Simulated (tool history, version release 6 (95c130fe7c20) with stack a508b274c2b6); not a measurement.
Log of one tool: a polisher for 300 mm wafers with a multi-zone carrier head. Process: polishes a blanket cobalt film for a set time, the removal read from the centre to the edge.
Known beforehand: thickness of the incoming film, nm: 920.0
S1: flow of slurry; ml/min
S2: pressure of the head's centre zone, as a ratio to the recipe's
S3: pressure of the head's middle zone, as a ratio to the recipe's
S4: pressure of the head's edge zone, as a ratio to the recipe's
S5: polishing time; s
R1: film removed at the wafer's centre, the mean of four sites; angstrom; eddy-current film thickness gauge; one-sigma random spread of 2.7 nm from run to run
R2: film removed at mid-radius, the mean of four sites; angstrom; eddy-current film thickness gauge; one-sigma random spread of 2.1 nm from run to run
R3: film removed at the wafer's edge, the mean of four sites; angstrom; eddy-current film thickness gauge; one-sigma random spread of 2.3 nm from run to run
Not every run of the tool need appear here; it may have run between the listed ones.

run 1 hour=0 | S1=300 S2=1 S3=1 S4=1 S5=65 | R1=2627.8 R2=2778.7 R3=2755
run 2 hour=2.2 | S1=300 S2=1 S3=1.05 S4=1 S5=65 | R1=2648.1 R2=2879.7 R3=2783.3
run 3 hour=5.9 | S1=300 S2=1 S3=1.1 S4=1 S5=65 | R1=2626.9 R2=2977.1 R3=2794.7
run 4 hour=14.3 | S1=300 S2=1.02 S3=1.07 S4=0.97 S5=63 | R1=2558.5 R2=2844.8 R3=2660.8
run 5 hour=17.8 | S1=300 S2=1.02 S3=1.07 S4=1.04 S5=63 | R1=2605.1 R2=2828.8 R3=2787.5
run 6 hour=19.7 | S1=300 S2=1.04 S3=1.03 S4=0.99 S5=62 | R1=2568.7 R2=2770.5 R3=2666.1

Estimate the outcome of run 7 from the log above:
run 7 hour=25.5 | S1=310 S2=1.07 S3=0.98 S4=0.95 S5=60 | R1=? R2=? R3=?

R1: 2607.5 angstrom
R2: 2520.4 angstrom
R3: 2545.2 angstrom
